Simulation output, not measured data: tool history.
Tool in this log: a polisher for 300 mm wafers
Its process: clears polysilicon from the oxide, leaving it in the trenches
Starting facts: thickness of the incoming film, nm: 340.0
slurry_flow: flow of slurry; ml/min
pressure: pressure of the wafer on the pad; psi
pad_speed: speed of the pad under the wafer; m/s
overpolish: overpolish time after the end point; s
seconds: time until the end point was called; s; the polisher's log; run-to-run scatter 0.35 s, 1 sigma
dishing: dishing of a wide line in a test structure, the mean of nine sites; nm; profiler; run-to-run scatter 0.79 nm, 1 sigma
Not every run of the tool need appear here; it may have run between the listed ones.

run	day	slurry_flow	pressure	pad_speed	overpolish	seconds	dishing
1	0.000	125	3.2	0.76	17	29.323	57.442
2	0.192	110	3.2	0.76	17	31.387	54.190
3	0.217	115	3.4	0.76	16	29.129	56.141
4	0.329	115	3.4	0.76	12	29.359	52.790
5	0.583	120	3.6	0.76	12	28.086	53.979
6	0.858	100	3.6	0.76	12	29.211	52.893
7	1.217	100	3.6	0.76	12	29.044	51.503

Run 8 has not been measured yet. What should we expect?
8	1.546	105	4.5	0.80	19	?	?

For run 8 the tool returned seconds 23.656 s, dishing 57.018 nm.
